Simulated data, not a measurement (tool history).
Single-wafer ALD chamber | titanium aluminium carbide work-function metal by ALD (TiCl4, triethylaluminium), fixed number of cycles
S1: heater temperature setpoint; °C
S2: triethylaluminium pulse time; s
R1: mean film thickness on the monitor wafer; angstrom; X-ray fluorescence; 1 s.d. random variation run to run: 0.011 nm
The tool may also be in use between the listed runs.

run  hour   S1     S2      R1
  1   0.0  305  14.26  21.216
  2   7.5  305  17.59  21.083
  3  12.5  299  17.81  20.578
  4  16.1  299  19.67  20.764
  5  16.9  305  19.67  21.129
  6  23.5  299  19.32  20.669

Forecast run 7:
  7  31.6  294  18.64   ?

R1: 20.043 angstrom
